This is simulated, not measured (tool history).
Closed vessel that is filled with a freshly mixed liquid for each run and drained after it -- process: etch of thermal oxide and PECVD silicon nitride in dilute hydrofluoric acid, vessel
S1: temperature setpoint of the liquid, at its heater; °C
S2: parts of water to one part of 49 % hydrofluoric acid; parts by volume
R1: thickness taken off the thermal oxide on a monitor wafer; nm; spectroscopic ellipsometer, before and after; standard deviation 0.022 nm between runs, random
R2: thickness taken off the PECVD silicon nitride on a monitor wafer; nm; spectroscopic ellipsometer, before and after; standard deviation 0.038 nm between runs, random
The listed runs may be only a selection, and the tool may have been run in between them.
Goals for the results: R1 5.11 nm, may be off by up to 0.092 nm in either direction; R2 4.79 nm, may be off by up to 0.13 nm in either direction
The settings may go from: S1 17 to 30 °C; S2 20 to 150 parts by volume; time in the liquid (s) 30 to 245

run 1 hour=0 | S1=22 S2=85 time_in_the_liquid_(s)=125 | R1=5.9406 R2=6.3572
run 2 hour=1.7 | S1=22 S2=85 time_in_the_liquid_(s)=145 | R1=6.8707 R2=7.4252
run 3 hour=9.9 | S1=21 S2=85 time_in_the_liquid_(s)=145 | R1=6.5889 R2=7.0017
run 4 hour=16.5 | S1=20 S2=85 time_in_the_liquid_(s)=145 | R1=6.2749 R2=6.4633
run 5 hour=20.2 | S1=23 S2=85 time_in_the_liquid_(s)=145 | R1=7.1341 R2=7.8855
run 6 hour=23.5 | S1=22 S2=85 time_in_the_liquid_(s)=145 | R1=6.8248 R2=7.3962
run 7 hour=24.7 | S1=22 S2=85 time_in_the_liquid_(s)=145 | R1=6.8454 R2=7.3935
run 8 hour=26.5 | S1=21 S2=85 time_in_the_liquid_(s)=145 | R1=6.5962 R2=6.9528

Pick the move, out of 5, that brings all results within their allowed miss; only one does.
run A hour=28.3 | S1=17 S2=80 time_in_the_liquid_(s)=125 | R1=? R2=?
run B hour=28.3 | S1=17.5 S2=90 time_in_the_liquid_(s)=145 | R1=? R2=?
run C hour=28.3 | S1=19.5 S2=85 time_in_the_liquid_(s)=120 | R1=? R2=?
run D hour=28.3 | S1=18 S2=110 time_in_the_liquid_(s)=170 | R1=? R2=?
run E hour=28.3 | S1=18.5 S2=110 time_in_the_liquid_(s)=160 | R1=? R2=?

move=A R1=5.1117 R2=4.8366
move=B R1=5.3266 R2=5.1831
move=C R1=5.104 R2=5.2081
move=D R1=5.1084 R2=5.1781
move=E R1=4.9087 R2=5.0441
A: meets every target
B: nearer than the last run, and not there yet
C: nearer than the last run, and not there yet
D: nearer than the last run, and not there yet
E: nearer than the last run, and not there yet
A meets every target.

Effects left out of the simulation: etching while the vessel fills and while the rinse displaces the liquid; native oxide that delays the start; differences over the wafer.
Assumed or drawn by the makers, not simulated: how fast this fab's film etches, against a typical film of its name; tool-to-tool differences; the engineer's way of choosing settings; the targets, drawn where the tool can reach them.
